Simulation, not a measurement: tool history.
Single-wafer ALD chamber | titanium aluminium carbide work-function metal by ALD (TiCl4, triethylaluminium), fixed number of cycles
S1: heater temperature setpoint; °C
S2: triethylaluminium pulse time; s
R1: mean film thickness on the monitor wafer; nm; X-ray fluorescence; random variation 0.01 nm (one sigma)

run	hour	S1	S2	R1
1	0.0	285	9.96	1.7904
2	7.4	280	9.96	1.7452
3	14.5	283	10.28	1.7537
4	16.7	287	10.52	1.8136
5	23.4	289	10.70	1.8258
6	29.1	291	10.90	1.8474

The next listed run, before its measurement:
7	32.7	292	11.05	?

R1: 1.8573 nm

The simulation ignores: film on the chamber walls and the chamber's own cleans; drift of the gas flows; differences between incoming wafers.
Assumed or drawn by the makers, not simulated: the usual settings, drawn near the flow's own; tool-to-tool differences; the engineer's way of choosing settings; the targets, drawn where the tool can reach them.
